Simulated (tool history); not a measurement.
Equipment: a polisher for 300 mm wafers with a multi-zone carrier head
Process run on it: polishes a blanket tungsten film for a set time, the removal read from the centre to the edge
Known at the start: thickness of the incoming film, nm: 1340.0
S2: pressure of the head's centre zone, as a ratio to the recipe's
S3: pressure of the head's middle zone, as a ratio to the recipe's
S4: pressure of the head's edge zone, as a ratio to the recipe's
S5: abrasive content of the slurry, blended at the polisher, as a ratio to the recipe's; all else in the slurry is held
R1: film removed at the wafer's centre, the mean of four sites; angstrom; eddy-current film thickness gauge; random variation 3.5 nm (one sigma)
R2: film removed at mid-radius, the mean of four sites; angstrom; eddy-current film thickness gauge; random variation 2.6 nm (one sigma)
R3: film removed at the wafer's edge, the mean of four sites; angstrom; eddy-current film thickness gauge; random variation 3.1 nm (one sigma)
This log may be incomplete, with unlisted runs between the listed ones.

{"run": 1, "hour": 0.0, "flow of slurry (ml/min)": 290, "S2": 1, "S3": 1, "S4": 1, "S5": 1, "polishing time (s)": 48, "R1": 3031.4, "R2": 2966.3, "R3": 3053.3}
{"run": 2, "hour": 2.0, "flow of slurry (ml/min)": 285, "S2": 0.97, "S3": 1, "S4": 0.99, "S5": 0.95, "polishing time (s)": 48, "R1": 2814.5, "R2": 2918.1, "R3": 2920.1}
{"run": 3, "hour": 4.7, "flow of slurry (ml/min)": 285, "S2": 0.97, "S3": 0.94, "S4": 0.99, "S5": 0.95, "polishing time (s)": 48, "R1": 2810.3, "R2": 2821.9, "R3": 2920.3}
{"run": 4, "hour": 9.5, "flow of slurry (ml/min)": 285, "S2": 0.97, "S3": 0.94, "S4": 0.91, "S5": 0.95, "polishing time (s)": 48, "R1": 2808.3, "R2": 2775.5, "R3": 2788.7}
{"run": 5, "hour": 15.7, "flow of slurry (ml/min)": 285, "S2": 0.97, "S3": 0.94, "S4": 0.91, "S5": 0.95, "polishing time (s)": 59, "R1": 3473.5, "R2": 3438.9, "R3": 3387.2}
{"run": 6, "hour": 17.8, "flow of slurry (ml/min)": 230, "S2": 0.97, "S3": 0.94, "S4": 0.91, "S5": 0.95, "polishing time (s)": 59, "R1": 3472.5, "R2": 3268.1, "R3": 3367.9}
{"run": 7, "hour": 26.6, "flow of slurry (ml/min)": 235, "S2": 0.94, "S3": 0.93, "S4": 0.91, "S5": 0.85, "polishing time (s)": 59, "R1": 3231.4, "R2": 3191.1, "R3": 3279.4}
{"run": 8, "hour": 32.9, "flow of slurry (ml/min)": 240, "S2": 0.92, "S3": 0.92, "S4": 0.9, "S5": 0.8, "polishing time (s)": 59, "R1": 3066.4, "R2": 3087, "R3": 3239.1}
{"run": 9, "hour": 34.5, "flow of slurry (ml/min)": 250, "S2": 0.91, "S3": 0.92, "S4": 0.89, "S5": 0.75, "polishing time (s)": 58, "R1": 2913.3, "R2": 3068.5, "R3": 3142.9}
{"run": 10, "hour": 39.3, "flow of slurry (ml/min)": 250, "S2": 0.9, "S3": 0.91, "S4": 0.88, "S5": 0.7, "polishing time (s)": 58, "R1": 2874.9, "R2": 3014.1, "R3": 2979.4}
{"run": 11, "hour": 41.9, "flow of slurry (ml/min)": 245, "S2": 0.88, "S3": 0.9, "S4": 0.88, "S5": 0.7, "polishing time (s)": 58, "R1": 2818.8, "R2": 2959.4, "R3": 3007.9}

For run 12, what comes out?
{"run": 12, "hour": 48.8, "flow of slurry (ml/min)": 240, "S2": 0.87, "S3": 0.9, "S4": 0.88, "S5": 0.65, "polishing time (s)": 58, "R1": "?", "R2": "?", "R3": "?"}

Run 12 yielded R1 2587.5 angstrom, R2 2821.5 angstrom, R3 2947.8 angstrom.
